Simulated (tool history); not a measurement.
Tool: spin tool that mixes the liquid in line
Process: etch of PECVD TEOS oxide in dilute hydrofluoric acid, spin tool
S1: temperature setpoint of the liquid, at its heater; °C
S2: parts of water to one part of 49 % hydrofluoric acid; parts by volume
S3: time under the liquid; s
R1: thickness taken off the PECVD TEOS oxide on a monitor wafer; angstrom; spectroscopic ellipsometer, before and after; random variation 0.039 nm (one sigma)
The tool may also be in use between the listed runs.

run 1 hour=0 | S1=22 S2=250 S3=40 | R1=37.986
run 2 hour=6.6 | S1=22 S2=335 S3=40 | R1=26.237
run 3 hour=14.6 | S1=22 S2=335 S3=40 | R1=26.127
run 4 hour=16.5 | S1=24.5 S2=320 S3=40 | R1=30.011
run 5 hour=20.6 | S1=26 S2=305 S3=40 | R1=33.445
run 6 hour=25.9 | S1=29 S2=305 S3=40 | R1=37.363
run 7 hour=29.5 | S1=29.5 S2=300 S3=40 | R1=38.982

Run 8 comes next. What will it give?
run 8 hour=37 | S1=29.5 S2=295 S3=40 | R1=?

Run 8 gave R1 39.631 angstrom.
